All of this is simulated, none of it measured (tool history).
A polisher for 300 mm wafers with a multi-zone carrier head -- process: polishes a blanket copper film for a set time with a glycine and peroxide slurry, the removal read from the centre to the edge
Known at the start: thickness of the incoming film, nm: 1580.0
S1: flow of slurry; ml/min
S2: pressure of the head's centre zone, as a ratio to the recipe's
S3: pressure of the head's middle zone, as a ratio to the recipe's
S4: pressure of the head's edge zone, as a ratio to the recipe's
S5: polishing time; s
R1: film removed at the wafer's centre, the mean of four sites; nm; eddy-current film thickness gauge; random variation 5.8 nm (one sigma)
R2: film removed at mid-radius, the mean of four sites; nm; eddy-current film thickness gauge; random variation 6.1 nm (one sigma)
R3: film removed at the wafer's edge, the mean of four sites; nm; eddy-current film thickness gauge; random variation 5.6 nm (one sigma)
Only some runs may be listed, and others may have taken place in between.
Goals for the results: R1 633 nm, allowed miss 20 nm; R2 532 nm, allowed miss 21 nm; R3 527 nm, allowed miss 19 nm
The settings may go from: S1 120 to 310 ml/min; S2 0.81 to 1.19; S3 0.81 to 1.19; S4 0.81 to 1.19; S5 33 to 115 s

run  hour   S1    S2    S3    S4  S5      R1      R2      R3
  1     0  200     1     1     1  73  461.75   457.7   456.4
  2   6.9  200     1  1.08     1  73  474.09  501.96  449.96
  3     9  215  1.05  1.07  1.03  74  503.52  510.64  476.11
  4    12  215     1  1.07  1.03  74  480.37  508.16  463.68
  5  16.3  225  1.05  1.06  1.01  75  518.03  502.31  473.49
  6  17.4  235  1.09  1.06  1.03  76  542.39  507.39   487.7
  7  26.1  240  1.12  1.06  1.04  77  567.24  522.29  500.24
  8  33.9  245  1.14  1.06  1.04  78  582.45  517.73  513.38
  9  39.2  250  1.15  1.06  1.04  78  596.82  524.29  507.54
 10  43.8  255  1.16  1.06  1.05  78  592.01  534.91  513.88
 11  47.6  255  1.17  1.05  1.04  79  600.52  527.76  513.02

Consider the 5 candidate settings below. Which is the only one whose results all fall within their allowed miss of target?
  A  51.4  275  1.14  1.12     1  77   ?   ?   ?
  B  51.4  275  1.19  0.95  1.05  79   ?   ?   ?
  C  51.4  305  1.14  1.16  0.93  78   ?   ?   ?
  D  51.4  280  1.15  1.09     1  82   ?   ?   ?
  E  51.4  220  1.19  1.01  1.02  83   ?   ?   ?

move      R1      R2      R3
   A   568.7  552.78  500.25
   B  605.72  493.08  526.82
   C  582.73  583.07  493.11
   D  611.51  576.16  533.69
   E  619.14  531.89     535
A: moves away from the targets compared with the last run
B: moves away from the targets compared with the last run
C: moves away from the targets compared with the last run
D: moves away from the targets compared with the last run
E: every result lands within tolerance
The right move is E.
